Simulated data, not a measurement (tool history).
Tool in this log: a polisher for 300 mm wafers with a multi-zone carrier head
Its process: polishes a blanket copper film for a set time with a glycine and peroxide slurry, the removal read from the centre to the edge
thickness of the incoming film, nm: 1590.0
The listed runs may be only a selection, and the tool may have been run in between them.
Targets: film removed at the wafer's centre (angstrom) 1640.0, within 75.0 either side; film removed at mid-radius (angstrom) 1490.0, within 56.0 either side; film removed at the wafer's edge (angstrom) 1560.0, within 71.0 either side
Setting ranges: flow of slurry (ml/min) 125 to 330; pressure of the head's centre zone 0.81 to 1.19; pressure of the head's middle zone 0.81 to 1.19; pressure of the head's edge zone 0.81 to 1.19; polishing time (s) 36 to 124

run,hour,flow of slurry (ml/min),pressure of the head's centre zone,pressure of the head's middle zone,pressure of the head's edge zone,polishing time (s),film removed at the wafer's centre (angstrom),film removed at mid-radius (angstrom),film removed at the wafer's edge (angstrom)
1,0.0,210,1.00,1.00,1.00,79,2407.7,2358.2,2454.8
2,4.0,255,1.00,1.00,1.00,79,2454.0,2435.4,2433.2
3,4.5,260,1.00,0.97,0.98,70,2178.3,2113.0,2139.9
4,11.8,260,1.00,0.97,0.98,78,2395.9,2290.4,2379.2
5,19.1,260,0.91,0.97,0.98,78,2267.0,2395.0,2403.4
6,27.8,260,0.91,1.04,0.98,78,2194.2,2480.7,2337.7
7,32.8,260,0.93,1.00,0.96,69,1991.6,2111.0,2121.5
8,40.4,270,0.96,0.99,0.94,63,1878.3,1930.3,1932.9
9,42.8,275,0.98,0.98,0.92,59,1847.0,1812.4,1824.4
10,48.3,275,0.99,0.97,0.91,56,1724.6,1701.5,1633.4
11,49.9,265,0.99,0.94,0.91,56,1726.7,1667.0,1662.6
12,55.0,255,0.99,0.91,0.90,56,1721.4,1631.3,1667.8
13,61.2,250,0.99,0.89,0.89,55,1665.4,1550.3,1600.1
14,63.1,245,0.99,0.88,0.89,55,1672.5,1578.2,1608.0

Exercise: of the 5 proposed moves below, exactly one satisfies all targets within the stated allowed misses. Which move is it?
A,65.0,245,1.03,0.98,0.89,55,?,?,?
B,65.0,230,0.95,0.81,1.15,54,?,?,?
C,65.0,220,0.91,1.00,0.81,54,?,?,?
D,65.0,330,1.00,0.87,0.90,51,?,?,?
E,65.0,215,1.13,0.82,1.00,52,?,?,?

move,film removed at the wafer's centre (angstrom),film removed at mid-radius (angstrom),film removed at the wafer's edge (angstrom)
A,1698.6,1657.4,1613.9
B,1543.9,1438.9,1789.1
C,1482.5,1631.0,1506.4
D,1581.6,1467.1,1537.4
E,1712.2,1384.9,1597.8
A: misses by more than the last run did
B: puts the biggest miss on target and leaves a different result outside tolerance
C: misses by more than the last run did
D: hits every target within its allowed miss
E: takes the result that was furthest off past its target
Go with D: it meets all targets.
